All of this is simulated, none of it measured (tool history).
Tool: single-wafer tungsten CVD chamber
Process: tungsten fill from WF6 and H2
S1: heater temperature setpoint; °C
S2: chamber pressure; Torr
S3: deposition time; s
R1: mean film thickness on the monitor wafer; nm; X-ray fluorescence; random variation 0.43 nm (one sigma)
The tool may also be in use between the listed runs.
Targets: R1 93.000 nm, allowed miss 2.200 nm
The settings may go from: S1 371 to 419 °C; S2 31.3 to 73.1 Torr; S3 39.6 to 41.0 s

{"run": 1, "hour": 0.0, "S1": 395, "S2": 52.2, "S3": 39.6, "R1": 112.18}
{"run": 2, "hour": 3.7, "S1": 392, "S2": 52.0, "S3": 39.6, "R1": 106.33}
{"run": 3, "hour": 9.7, "S1": 392, "S2": 52.0, "S3": 41.0, "R1": 109.54}
{"run": 4, "hour": 14.4, "S1": 390, "S2": 51.9, "S3": 41.0, "R1": 106.68}
{"run": 5, "hour": 20.4, "S1": 399, "S2": 51.9, "S3": 41.0, "R1": 125.79}
{"run": 6, "hour": 27.4, "S1": 395, "S2": 51.6, "S3": 41.0, "R1": 115.62}
{"run": 7, "hour": 32.1, "S1": 392, "S2": 51.4, "S3": 41.0, "R1": 109.03}
{"run": 8, "hour": 37.8, "S1": 390, "S2": 51.3, "S3": 41.0, "R1": 105.03}
{"run": 9, "hour": 40.6, "S1": 388, "S2": 51.2, "S3": 41.0, "R1": 100.5}
{"run": 10, "hour": 44.7, "S1": 388, "S2": 51.2, "S3": 41.0, "R1": 100.86}
{"run": 11, "hour": 48.5, "S1": 387, "S2": 51.1, "S3": 41.0, "R1": 98.692}
{"run": 12, "hour": 53.1, "S1": 386, "S2": 51.1, "S3": 41.0, "R1": 96.51}

Which of these 5 next moves meets every target?
{"run": "A", "hour": 57.7, "S1": 385, "S2": 54.0, "S3": 40.8, "R1": "?"}
{"run": "B", "hour": 57.7, "S1": 386, "S2": 60.1, "S3": 39.6, "R1": "?"}
{"run": "C", "hour": 57.7, "S1": 387, "S2": 47.0, "S3": 40.3, "R1": "?"}
{"run": "D", "hour": 57.7, "S1": 389, "S2": 49.7, "S3": 41.0, "R1": "?"}
{"run": "E", "hour": 57.7, "S1": 387, "S2": 51.4, "S3": 40.7, "R1": "?"}

move=A R1=96.749
move=B R1=100.160
move=C R1=93.922
move=D R1=101.850
move=E R1=98.489
A: further off than the last run
B: further off than the last run
C: meets every target
D: further off than the last run
E: further off than the last run
Move C is the one to make.
